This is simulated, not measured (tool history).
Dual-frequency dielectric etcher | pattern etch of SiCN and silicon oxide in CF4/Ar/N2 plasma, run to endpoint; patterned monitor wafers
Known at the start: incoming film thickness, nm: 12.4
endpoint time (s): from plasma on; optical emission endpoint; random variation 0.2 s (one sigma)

Run 1, hour 0.0: source power (kW) 0.470, bias power (kW) 0.051, Ar flow (sccm) 121, CF4 flow (sccm) 52. Result: endpoint time (s) 17.531.
Run 2, hour 8.9: source power (kW) 0.430, bias power (kW) 0.049, Ar flow (sccm) 123, CF4 flow (sccm) 52. Result: endpoint time (s) 19.661.
Run 3, hour 13.2: source power (kW) 0.430, bias power (kW) 0.040, Ar flow (sccm) 123, CF4 flow (sccm) 52. Result: endpoint time (s) 20.753.
Run 4, hour 16.3: source power (kW) 0.410, bias power (kW) 0.040, Ar flow (sccm) 123, CF4 flow (sccm) 52. Result: endpoint time (s) 21.742.
Run 5, hour 21.2: source power (kW) 0.390, bias power (kW) 0.040, Ar flow (sccm) 123, CF4 flow (sccm) 52. Result: endpoint time (s) 22.982.
Run 6, hour 27.5: source power (kW) 0.380, bias power (kW) 0.040, Ar flow (sccm) 123, CF4 flow (sccm) 52. Result: endpoint time (s) 23.506.
Run 7, hour 30.0: source power (kW) 0.370, bias power (kW) 0.040, Ar flow (sccm) 123, CF4 flow (sccm) 52. Result: endpoint time (s) 24.080.

Forecast run 8:
Run 8, hour 33.8: source power (kW) 0.360, bias power (kW) 0.040, Ar flow (sccm) 123, CF4 flow (sccm) 52. Result: endpoint time (s) ?.

Run 8 gave endpoint time (s) 24.933.
